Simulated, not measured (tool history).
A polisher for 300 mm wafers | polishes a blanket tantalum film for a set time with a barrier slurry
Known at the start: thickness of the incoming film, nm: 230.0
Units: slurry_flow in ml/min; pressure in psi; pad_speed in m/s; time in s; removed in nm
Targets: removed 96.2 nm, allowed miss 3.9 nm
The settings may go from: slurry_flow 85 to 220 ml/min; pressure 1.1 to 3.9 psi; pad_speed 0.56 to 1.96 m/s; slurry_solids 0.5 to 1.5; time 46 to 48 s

| run | hour | slurry_flow | pressure | pad_speed | slurry_solids | time | removed |
|---|---|---|---|---|---|---|---|
| 1 | 0 | 140 | 2.5 | 1.26 | 1 | 46 | 122.2 |
| 2 | 8.7 | 140 | 2.5 | 1.26 | 1.1 | 46 | 124.95 |
| 3 | 9.6 | 140 | 2.5 | 1.04 | 1.1 | 46 | 105.55 |
| 4 | 18.2 | 140 | 2.5 | 1.04 | 1.1 | 46 | 102.88 |
| 5 | 24.9 | 140 | 2.5 | 1.04 | 1.3 | 46 | 106.42 |
| 6 | 30.1 | 140 | 2.5 | 1.04 | 1.3 | 48 | 111.16 |
| 7 | 34.7 | 140 | 2.4 | 1.04 | 1.3 | 48 | 110.12 |
| 8 | 43 | 140 | 2.3 | 1.04 | 1.3 | 48 | 104.42 |

5 next moves are on the table. One of them brings every result within its allowed miss. Which?
| A | 51.3 | 130 | 2 | 1.12 | 1.3 | 48 | ? |
| B | 51.3 | 150 | 2.7 | 0.94 | 1.2 | 47 | ? |
| C | 51.3 | 150 | 2.4 | 1.08 | 1.05 | 48 | ? |
| D | 51.3 | 190 | 3.2 | 0.76 | 1.25 | 46 | ? |
| E | 51.3 | 85 | 2.2 | 1.28 | 1.2 | 48 | ? |

| move | removed |
|---|---|
| A | 96.002 |
| B | 107.37 |
| C | 108.4 |
| D | 106.16 |
| E | 104.47 |
A: meets every target
B: further off than the last run
C: further off than the last run
D: further off than the last run
E: as far off as the last run
The right move is A.
